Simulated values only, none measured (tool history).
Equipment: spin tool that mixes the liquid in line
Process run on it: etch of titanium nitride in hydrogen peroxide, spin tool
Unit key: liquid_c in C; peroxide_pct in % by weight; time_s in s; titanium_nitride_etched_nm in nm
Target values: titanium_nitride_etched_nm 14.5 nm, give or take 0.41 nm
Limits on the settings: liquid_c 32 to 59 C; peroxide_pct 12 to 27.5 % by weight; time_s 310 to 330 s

run,hour,liquid_c,peroxide_pct,time_s,titanium_nitride_etched_nm
1,0,43,18.5,310,7.9405
2,5.1,45.5,18.5,310,9.5266
3,8.8,45.5,22,310,9.8266
4,17,43,22,310,8.2526
5,23.1,45,22,310,9.5914
6,32.1,46.5,22,310,10.643
7,41,47.5,22,310,11.653
8,42.7,48.5,22,310,12.128
9,45.4,51.5,22,310,15.324

Which of these 5 next moves meets every target?
A,48.1,51,22.5,330,?
B,48.1,48.5,22,330,?
C,48.1,52,26.5,310,?
D,48.1,51,20,310,?
E,48.1,49.5,23,310,?

move,titanium_nitride_etched_nm
A,15.769
B,13.097
C,16.49
D,14.443
E,13.358
A: misses by more than the last run did
B: takes the result that was furthest off past its target
C: misses by more than the last run did
D: meets every target
E: takes the result that was furthest off past its target
So the answer is move D, the one that meets all the targets.

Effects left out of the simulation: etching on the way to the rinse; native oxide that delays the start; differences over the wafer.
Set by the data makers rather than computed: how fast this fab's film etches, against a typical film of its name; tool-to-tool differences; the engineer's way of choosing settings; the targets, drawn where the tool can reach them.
